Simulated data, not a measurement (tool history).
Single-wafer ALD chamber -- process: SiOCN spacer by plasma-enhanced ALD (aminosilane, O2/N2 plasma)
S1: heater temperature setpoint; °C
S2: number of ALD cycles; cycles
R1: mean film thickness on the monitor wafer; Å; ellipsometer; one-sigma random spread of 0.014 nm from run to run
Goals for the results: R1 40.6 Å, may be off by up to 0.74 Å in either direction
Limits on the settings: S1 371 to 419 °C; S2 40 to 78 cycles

{"run": 1, "day": 0.0, "S1": 395, "S2": 59, "R1": 33.765}
{"run": 2, "day": 0.121, "S1": 395, "S2": 61, "R1": 35.138}
{"run": 3, "day": 0.2, "S1": 400, "S2": 61, "R1": 34.829}
{"run": 4, "day": 0.221, "S1": 400, "S2": 58, "R1": 33.247}
{"run": 5, "day": 0.55, "S1": 400, "S2": 63, "R1": 36.058}
{"run": 6, "day": 0.733, "S1": 410, "S2": 63, "R1": 34.836}
{"run": 7, "day": 1.025, "S1": 406, "S2": 64, "R1": 36.039}
{"run": 8, "day": 1.371, "S1": 403, "S2": 65, "R1": 36.688}
{"run": 9, "day": 1.4, "S1": 401, "S2": 66, "R1": 37.603}
{"run": 10, "day": 1.708, "S1": 399, "S2": 67, "R1": 38.34}
{"run": 11, "day": 1.812, "S1": 397, "S2": 68, "R1": 38.649}
{"run": 12, "day": 1.958, "S1": 397, "S2": 69, "R1": 39.523}

4 candidate next runs follow, results not yet known. Just one meets every target within its allowed miss. Identify it.
{"run": "A", "day": 2.104, "S1": 397, "S2": 68, "R1": "?"}
{"run": "B", "day": 2.104, "S1": 376, "S2": 71, "R1": "?"}
{"run": "C", "day": 2.104, "S1": 400, "S2": 67, "R1": "?"}
{"run": "D", "day": 2.104, "S1": 399, "S2": 65, "R1": "?"}

move=A R1=39.006
move=B R1=40.726
move=C R1=38.432
move=D R1=37.285
A: moves away from the targets compared with the last run
B: hits every target within its allowed miss
C: moves away from the targets compared with the last run
D: moves away from the targets compared with the last run
Go with B: it meets all targets.

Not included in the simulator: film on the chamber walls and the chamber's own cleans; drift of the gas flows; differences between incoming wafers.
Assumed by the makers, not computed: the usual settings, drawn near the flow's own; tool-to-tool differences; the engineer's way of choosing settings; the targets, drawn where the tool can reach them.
